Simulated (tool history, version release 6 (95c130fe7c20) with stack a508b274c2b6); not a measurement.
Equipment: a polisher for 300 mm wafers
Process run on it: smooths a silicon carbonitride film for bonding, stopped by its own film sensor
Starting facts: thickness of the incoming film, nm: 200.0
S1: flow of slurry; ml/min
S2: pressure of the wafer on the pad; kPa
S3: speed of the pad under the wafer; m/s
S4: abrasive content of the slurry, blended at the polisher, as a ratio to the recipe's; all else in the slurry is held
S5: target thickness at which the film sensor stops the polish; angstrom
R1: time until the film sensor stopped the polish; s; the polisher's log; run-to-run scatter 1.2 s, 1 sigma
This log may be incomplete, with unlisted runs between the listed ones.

| run | hour | S1 | S2 | S3 | S4 | S5 | R1 |
|---|---|---|---|---|---|---|---|
| 1 | 0 | 235 | 10.3 | 0.78 | 1 | 1930 | 49.027 |
| 2 | 6.7 | 235 | 10.3 | 0.78 | 0.85 | 1930 | 54.114 |
| 3 | 12.2 | 235 | 10.3 | 0.78 | 0.85 | 1930 | 53.382 |
| 4 | 18.1 | 235 | 9 | 0.78 | 0.85 | 1930 | 58.63 |
| 5 | 22.5 | 235 | 7.6 | 0.74 | 0.85 | 1930 | 69.146 |
| 6 | 30.3 | 235 | 7.6 | 0.74 | 0.85 | 1930 | 71.094 |

Predict the results of run 7:
| 7 | 38.1 | 235 | 6.9 | 0.74 | 0.85 | 1930 | ? |

Run 7 came out at R1 76.39 s.
